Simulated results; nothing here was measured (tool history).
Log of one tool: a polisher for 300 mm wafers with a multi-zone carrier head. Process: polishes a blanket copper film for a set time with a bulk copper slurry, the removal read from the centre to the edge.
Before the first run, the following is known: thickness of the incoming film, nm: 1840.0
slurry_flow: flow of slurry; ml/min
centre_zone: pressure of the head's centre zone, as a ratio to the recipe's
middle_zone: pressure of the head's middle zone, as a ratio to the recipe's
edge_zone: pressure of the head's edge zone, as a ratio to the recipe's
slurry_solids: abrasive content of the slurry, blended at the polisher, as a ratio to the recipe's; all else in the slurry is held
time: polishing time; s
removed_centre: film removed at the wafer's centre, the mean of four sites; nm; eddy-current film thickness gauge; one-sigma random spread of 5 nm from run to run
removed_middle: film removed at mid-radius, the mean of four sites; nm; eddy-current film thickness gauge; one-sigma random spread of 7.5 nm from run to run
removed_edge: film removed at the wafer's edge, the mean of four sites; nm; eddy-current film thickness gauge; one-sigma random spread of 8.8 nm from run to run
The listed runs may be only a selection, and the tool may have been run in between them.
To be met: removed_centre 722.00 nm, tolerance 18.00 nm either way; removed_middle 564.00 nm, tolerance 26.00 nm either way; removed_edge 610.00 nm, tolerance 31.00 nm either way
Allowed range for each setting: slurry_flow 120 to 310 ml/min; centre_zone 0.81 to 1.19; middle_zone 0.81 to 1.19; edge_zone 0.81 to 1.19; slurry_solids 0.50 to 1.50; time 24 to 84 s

Run 1, hour 0.0: slurry_flow 200 ml/min, centre_zone 1.00, middle_zone 1.00, edge_zone 1.00, slurry_solids 1.00, time 54 s. Result: removed_centre 544.23 nm, removed_middle 561.98 nm, removed_edge 574.75 nm.
Run 2, hour 7.9: slurry_flow 205 ml/min, centre_zone 1.02, middle_zone 0.99, edge_zone 1.00, slurry_solids 1.00, time 54 s. Result: removed_centre 556.50 nm, removed_middle 548.57 nm, removed_edge 559.70 nm.
Run 3, hour 13.4: slurry_flow 165 ml/min, centre_zone 1.02, middle_zone 0.99, edge_zone 1.00, slurry_solids 1.00, time 54 s. Result: removed_centre 533.57 nm, removed_middle 531.95 nm, removed_edge 550.45 nm.
Run 4, hour 20.7: slurry_flow 165 ml/min, centre_zone 1.02, middle_zone 0.99, edge_zone 0.92, slurry_solids 1.00, time 54 s. Result: removed_centre 530.83 nm, removed_middle 533.51 nm, removed_edge 526.24 nm.
Run 5, hour 22.7: slurry_flow 165 ml/min, centre_zone 1.02, middle_zone 0.99, edge_zone 0.92, slurry_solids 1.00, time 59 s. Result: removed_centre 586.62 nm, removed_middle 586.28 nm, removed_edge 589.05 nm.
Run 6, hour 25.9: slurry_flow 165 ml/min, centre_zone 1.02, middle_zone 0.99, edge_zone 0.85, slurry_solids 1.00, time 59 s. Result: removed_centre 580.26 nm, removed_middle 580.92 nm, removed_edge 547.45 nm.
Run 7, hour 31.1: slurry_flow 175 ml/min, centre_zone 1.03, middle_zone 0.98, edge_zone 0.86, slurry_solids 1.00, time 59 s. Result: removed_centre 591.20 nm, removed_middle 587.85 nm, removed_edge 560.97 nm.
Run 8, hour 39.5: slurry_flow 185 ml/min, centre_zone 1.05, middle_zone 0.97, edge_zone 0.87, slurry_solids 1.00, time 59 s. Result: removed_centre 618.87 nm, removed_middle 583.79 nm, removed_edge 574.66 nm.
Run 9, hour 44.9: slurry_flow 195 ml/min, centre_zone 1.06, middle_zone 0.96, edge_zone 0.87, slurry_solids 1.00, time 59 s. Result: removed_centre 627.79 nm, removed_middle 597.41 nm, removed_edge 579.12 nm.
Run 10, hour 48.8: slurry_flow 200 ml/min, centre_zone 1.07, middle_zone 0.95, edge_zone 0.88, slurry_solids 1.00, time 59 s. Result: removed_centre 632.62 nm, removed_middle 593.88 nm, removed_edge 577.15 nm.
Run 11, hour 51.0: slurry_flow 205 ml/min, centre_zone 1.08, middle_zone 0.94, edge_zone 0.89, slurry_solids 1.00, time 59 s. Result: removed_centre 646.46 nm, removed_middle 569.01 nm, removed_edge 583.06 nm.
Run 12, hour 52.5: slurry_flow 210 ml/min, centre_zone 1.09, middle_zone 0.94, edge_zone 0.89, slurry_solids 1.00, time 59 s. Result: removed_centre 653.15 nm, removed_middle 573.42 nm, removed_edge 591.08 nm.
Run 13, hour 60.8: slurry_flow 215 ml/min, centre_zone 1.10, middle_zone 0.94, edge_zone 0.89, slurry_solids 1.00, time 59 s. Result: removed_centre 659.27 nm, removed_middle 591.66 nm, removed_edge 578.58 nm.
Run 14, hour 61.9: slurry_flow 220 ml/min, centre_zone 1.11, middle_zone 0.93, edge_zone 0.89, slurry_solids 1.00, time 59 s. Result: removed_centre 668.93 nm, removed_middle 582.31 nm, removed_edge 587.82 nm.
Run 15, hour 68.2: slurry_flow 225 ml/min, centre_zone 1.12, middle_zone 0.92, edge_zone 0.89, slurry_solids 1.00, time 59 s. Result: removed_centre 668.62 nm, removed_middle 577.96 nm, removed_edge 572.89 nm.
Run 16, hour 71.9: slurry_flow 230 ml/min, centre_zone 1.12, middle_zone 0.91, edge_zone 0.90, slurry_solids 1.00, time 59 s. Result: removed_centre 677.66 nm, removed_middle 587.61 nm, removed_edge 602.51 nm.

Next run, 5 choices. One meets every target within its allowed miss, the rest don't. Which?
Run A, hour 75.6: slurry_flow 220 ml/min, centre_zone 1.03, middle_zone 0.94, edge_zone 0.90, slurry_solids 0.95, time 62 s. Result: removed_centre ?, removed_middle ?, removed_edge ?.
Run B, hour 75.6: slurry_flow 250 ml/min, centre_zone 1.13, middle_zone 0.99, edge_zone 0.88, slurry_solids 1.00, time 61 s. Result: removed_centre ?, removed_middle ?, removed_edge ?.
Run C, hour 75.6: slurry_flow 235 ml/min, centre_zone 1.08, middle_zone 0.95, edge_zone 0.91, slurry_solids 0.95, time 58 s. Result: removed_centre ?, removed_middle ?, removed_edge ?.
Run D, hour 75.6: slurry_flow 285 ml/min, centre_zone 1.17, middle_zone 0.97, edge_zone 0.81, slurry_solids 1.10, time 60 s. Result: removed_centre ?, removed_middle ?, removed_edge ?.
Run E, hour 75.6: slurry_flow 225 ml/min, centre_zone 1.19, middle_zone 0.88, edge_zone 0.92, slurry_solids 1.20, time 57 s. Result: removed_centre ?, removed_middle ?, removed_edge ?.

move  removed_centre  removed_middle  removed_edge
   A          650.06          607.56        618.08
   B          722.48          637.63        615.26
   C          643.96          577.58        584.80
   D          762.59          639.08        601.57
   E          727.57          559.80        604.26
A: its largest miss is bigger than the last run's
B: brings the result that was furthest off to its target, and leaves another outside
C: its largest miss is bigger than the last run's
D: moves the result that the last run missed by most past its target, out the other side
E: hits every target within its allowed miss
Answer: E

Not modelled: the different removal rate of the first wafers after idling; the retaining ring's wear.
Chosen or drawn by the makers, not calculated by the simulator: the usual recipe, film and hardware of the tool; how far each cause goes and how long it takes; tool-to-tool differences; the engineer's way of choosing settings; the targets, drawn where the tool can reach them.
